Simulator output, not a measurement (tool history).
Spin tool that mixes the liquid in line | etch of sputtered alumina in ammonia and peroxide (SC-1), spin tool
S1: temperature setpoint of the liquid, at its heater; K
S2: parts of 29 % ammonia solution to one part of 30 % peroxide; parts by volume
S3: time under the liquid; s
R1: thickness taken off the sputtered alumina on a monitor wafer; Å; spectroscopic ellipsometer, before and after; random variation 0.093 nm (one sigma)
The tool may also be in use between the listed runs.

Run 1, hour 0: S1 319.15 K, S2 0.65 parts by volume, S3 325 s. Result: R1 165.69 Å.
Run 2, hour 8.9: S1 321.65 K, S2 0.65 parts by volume, S3 325 s. Result: R1 190.07 Å.
Run 3, hour 16.5: S1 320.65 K, S2 0.65 parts by volume, S3 325 s. Result: R1 180.25 Å.
Run 4, hour 24.9: S1 319.65 K, S2 0.65 parts by volume, S3 325 s. Result: R1 172.02 Å.
Run 5, hour 32.4: S1 318.65 K, S2 0.65 parts by volume, S3 325 s. Result: R1 160.06 Å.
At hour 33.4: ammonia flow meter replaced.
Run 6, hour 33.4: S1 318.65 K, S2 0.65 parts by volume, S3 325 s. Result: R1 157.21 Å.
Run 7, hour 41.3: S1 318.15 K, S2 0.65 parts by volume, S3 325 s. Result: R1 153.79 Å.

The next listed run, before its measurement:
Run 8, hour 49.4: S1 317.65 K, S2 0.65 parts by volume, S3 325 s. Result: R1 ?.

R1: 149.97 Å
